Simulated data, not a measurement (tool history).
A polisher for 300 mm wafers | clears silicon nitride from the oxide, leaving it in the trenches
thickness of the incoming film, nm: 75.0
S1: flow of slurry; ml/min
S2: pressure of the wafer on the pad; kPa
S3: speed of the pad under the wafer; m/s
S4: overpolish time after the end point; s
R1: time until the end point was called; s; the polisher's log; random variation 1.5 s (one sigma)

run	hour	S1	S2	S3	S4	R1
1	0	315	16.5	1.04	29	77.34
2	8.9	275	16.5	1.04	29	78.271
3	13.5	275	16.5	1.26	29	64.182
4	18.8	275	13.8	1.26	29	78.334
5	25.4	275	13.8	1.06	29	92.453
6	28.5	275	15.9	1.06	29	79.644

Forecast run 7:
7	31.3	275	15.2	1.06	29	?

R1: 82.603 s
